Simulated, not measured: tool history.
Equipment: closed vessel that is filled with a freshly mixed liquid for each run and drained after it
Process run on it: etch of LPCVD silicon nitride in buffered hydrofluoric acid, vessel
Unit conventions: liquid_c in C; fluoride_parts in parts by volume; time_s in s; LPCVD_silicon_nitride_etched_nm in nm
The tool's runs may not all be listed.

run,hour,liquid_c,fluoride_parts,time_s,LPCVD_silicon_nitride_etched_nm
1,0,23,17.5,755,6.2221
2,7.5,25,17.5,755,6.9921
3,9.4,26.5,17.5,755,7.6765
4,14.8,27.5,17.5,755,7.8755
5,23.6,27.5,19.5,755,7.1078
6,30.1,28.5,19,755,7.6938
7,35.1,29,18.5,755,8.1339

What does the tool deliver on the next run?
8,41.6,29.5,18.5,755,?

{"run 8": {"LPCVD_silicon_nitride_etched_nm": 8.4546}}
